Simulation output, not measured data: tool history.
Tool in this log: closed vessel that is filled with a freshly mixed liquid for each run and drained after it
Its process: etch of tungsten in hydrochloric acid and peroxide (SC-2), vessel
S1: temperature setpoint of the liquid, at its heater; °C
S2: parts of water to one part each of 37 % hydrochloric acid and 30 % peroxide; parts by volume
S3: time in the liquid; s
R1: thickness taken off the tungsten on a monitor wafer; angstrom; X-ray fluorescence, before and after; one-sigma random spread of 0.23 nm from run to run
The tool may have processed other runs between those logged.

run	day	S1	S2	S3	R1
1	0	57	6	85	776.54
2	0.388	54	6	85	640.09
3	0.654	52	6	85	565.82
4	0.933	50.5	6	85	508.73
5	1.079	44.5	6	85	338.23
6	1.362	41	6	85	263.35

Expected results for the next run?
# day 1.625: new drum of peroxide connected
7	1.625	42	6	85	?

Run 7 measured R1 296.36 angstrom.
